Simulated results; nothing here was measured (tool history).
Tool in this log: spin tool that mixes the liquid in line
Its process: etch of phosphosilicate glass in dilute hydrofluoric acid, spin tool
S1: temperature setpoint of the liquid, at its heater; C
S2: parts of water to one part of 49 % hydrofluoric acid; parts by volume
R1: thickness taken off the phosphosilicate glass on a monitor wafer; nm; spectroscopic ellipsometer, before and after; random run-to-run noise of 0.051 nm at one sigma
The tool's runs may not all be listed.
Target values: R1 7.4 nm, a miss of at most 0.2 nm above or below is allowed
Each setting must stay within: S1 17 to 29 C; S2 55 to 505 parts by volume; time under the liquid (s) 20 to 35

run 1 hour=0 | S1=21 S2=280 time_under_the_liquid_(s)=35 | R1=5.8342
run 2 hour=0.5 | S1=21 S2=215 time_under_the_liquid_(s)=35 | R1=8.0768
run 3 hour=9.5 | S1=20.5 S2=215 time_under_the_liquid_(s)=35 | R1=8.0297
run 4 hour=10.1 | S1=20 S2=215 time_under_the_liquid_(s)=35 | R1=7.7776
run 5 hour=15.9 | S1=19.5 S2=215 time_under_the_liquid_(s)=35 | R1=7.6308
run 6 hour=19.6 | S1=19.5 S2=130 time_under_the_liquid_(s)=35 | R1=13.9
run 7 hour=21.4 | S1=19 S2=150 time_under_the_liquid_(s)=35 | R1=11.374
run 8 hour=26.8 | S1=17 S2=215 time_under_the_liquid_(s)=35 | R1=6.9312
run 9 hour=28.3 | S1=17.5 S2=215 time_under_the_liquid_(s)=35 | R1=7.1223

Exercise: of the 5 proposed moves below, exactly one satisfies all targets within the stated allowed misses. Which move is it?
run A hour=29.8 | S1=17.5 S2=220 time_under_the_liquid_(s)=35 | R1=?
run B hour=29.8 | S1=17 S2=190 time_under_the_liquid_(s)=30 | R1=?
run C hour=29.8 | S1=17 S2=205 time_under_the_liquid_(s)=35 | R1=?
run D hour=29.8 | S1=17 S2=135 time_under_the_liquid_(s)=20 | R1=?
run E hour=29.8 | S1=22.5 S2=260 time_under_the_liquid_(s)=35 | R1=?

move=A R1=6.9026
move=B R1=6.9139
move=C R1=7.3695
move=D R1=6.8527
move=E R1=6.7561
A: lands further from the targets than the last run did
B: lands further from the targets than the last run did
C: in spec on every target
D: lands further from the targets than the last run did
E: lands further from the targets than the last run did
C meets every target.
